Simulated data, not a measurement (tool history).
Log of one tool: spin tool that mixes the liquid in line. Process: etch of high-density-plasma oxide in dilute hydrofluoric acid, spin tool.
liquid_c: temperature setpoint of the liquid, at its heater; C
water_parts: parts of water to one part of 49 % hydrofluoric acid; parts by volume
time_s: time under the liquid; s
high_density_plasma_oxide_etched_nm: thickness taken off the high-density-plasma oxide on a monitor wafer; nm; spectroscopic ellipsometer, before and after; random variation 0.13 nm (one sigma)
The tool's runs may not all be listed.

run  hour  liquid_c  water_parts  time_s  high_density_plasma_oxide_etched_nm
  1   0.0      20.0           45      60                               9.4644
  2   2.2      20.0           45      60                               9.5831
  3   4.0      18.0           45      60                               8.8205
  4   5.5      21.5           45      60                              10.0790
  5  12.6      21.5           35      60                              13.2540
  6  16.9      21.5           45      60                              10.2610
  7  20.3      23.0           40      60                              12.1520
  8  21.3      27.0           25      60                              23.5140

The next listed run, before its measurement:
  9  25.9      26.5           25      60                                    ?

{"run 9": {"high_density_plasma_oxide_etched_nm": 23.034}}
